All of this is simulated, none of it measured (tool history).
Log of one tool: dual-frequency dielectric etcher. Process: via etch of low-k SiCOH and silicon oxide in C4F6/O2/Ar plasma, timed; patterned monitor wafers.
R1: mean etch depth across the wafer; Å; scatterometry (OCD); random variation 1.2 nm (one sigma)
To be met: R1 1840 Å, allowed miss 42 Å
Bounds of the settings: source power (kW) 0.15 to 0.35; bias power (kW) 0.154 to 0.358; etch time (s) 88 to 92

run 1 day=0 | source_power_(kW)=0.25 bias_power_(kW)=0.256 etch_time_(s)=88 | R1=2370.6
run 2 day=0.158 | source_power_(kW)=0.27 bias_power_(kW)=0.256 etch_time_(s)=88 | R1=2479.2
run 3 day=0.254 | source_power_(kW)=0.25 bias_power_(kW)=0.248 etch_time_(s)=88 | R1=2386.7
run 4 day=0.621 | source_power_(kW)=0.24 bias_power_(kW)=0.234 etch_time_(s)=88 | R1=2288.8
run 5 day=0.929 | source_power_(kW)=0.24 bias_power_(kW)=0.234 etch_time_(s)=88 | R1=2264.4
run 6 day=1.079 | source_power_(kW)=0.23 bias_power_(kW)=0.229 etch_time_(s)=88 | R1=2213.3
run 7 day=1.396 | source_power_(kW)=0.22 bias_power_(kW)=0.224 etch_time_(s)=88 | R1=2181.3
run 8 day=1.683 | source_power_(kW)=0.22 bias_power_(kW)=0.224 etch_time_(s)=88 | R1=2179
run 9 day=1.858 | source_power_(kW)=0.21 bias_power_(kW)=0.217 etch_time_(s)=88 | R1=2109.2
run 10 day=2.192 | source_power_(kW)=0.2 bias_power_(kW)=0.213 etch_time_(s)=88 | R1=2039.2
run 11 day=2.417 | source_power_(kW)=0.19 bias_power_(kW)=0.212 etch_time_(s)=88 | R1=1974.6
run 12 day=2.496 | source_power_(kW)=0.19 bias_power_(kW)=0.212 etch_time_(s)=88 | R1=1979.8
run 13 day=2.867 | source_power_(kW)=0.19 bias_power_(kW)=0.211 etch_time_(s)=88 | R1=1998.5
run 14 day=3.038 | source_power_(kW)=0.18 bias_power_(kW)=0.21 etch_time_(s)=88 | R1=1902.5

5 next moves are on the table. One of them brings every result within its allowed miss. Which?
run A day=3.208 | source_power_(kW)=0.15 bias_power_(kW)=0.215 etch_time_(s)=90.5 | R1=?
run B day=3.208 | source_power_(kW)=0.18 bias_power_(kW)=0.164 etch_time_(s)=88 | R1=?
run C day=3.208 | source_power_(kW)=0.17 bias_power_(kW)=0.16 etch_time_(s)=88 | R1=?
run D day=3.208 | source_power_(kW)=0.16 bias_power_(kW)=0.214 etch_time_(s)=88 | R1=?
run E day=3.208 | source_power_(kW)=0.18 bias_power_(kW)=0.19 etch_time_(s)=92 | R1=?

move=A R1=1718.8
move=B R1=1814
move=C R1=1745
move=D R1=1764.3
move=E R1=1950
A: takes the result that was furthest off past its target
B: meets every target
C: takes the result that was furthest off past its target
D: takes the result that was furthest off past its target
E: further off than the last run
The right move is B.
